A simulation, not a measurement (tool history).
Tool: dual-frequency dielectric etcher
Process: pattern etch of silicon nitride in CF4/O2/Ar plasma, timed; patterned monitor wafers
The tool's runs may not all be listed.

| run | hour | source power (kW) | bias power (kW) | Ar flow (sccm) | CF4 flow (sccm) | etch time (s) | mean etch depth across the wafer (Å) |
|---|---|---|---|---|---|---|---|
| 1 | 0.0 | 0.710 | 0.065 | 104 | 116 | 7.5 | 203.60 |
| 2 | 9.0 | 0.780 | 0.066 | 104 | 116 | 7.5 | 221.69 |
| 3 | 9.7 | 0.660 | 0.066 | 104 | 116 | 7.5 | 198.20 |
| 4 | 10.4 | 0.660 | 0.072 | 104 | 116 | 7.5 | 207.66 |
| 5 | 10.9 | 0.740 | 0.073 | 104 | 116 | 7.5 | 224.09 |
| 6 | 17.0 | 0.740 | 0.073 | 104 | 107 | 7.5 | 224.13 |

Run 7 comes next. What will it give?
| 7 | 22.1 | 0.800 | 0.074 | 104 | 107 | 7.5 | ? |

Run 7 gave mean etch depth across the wafer (Å) 236.70.
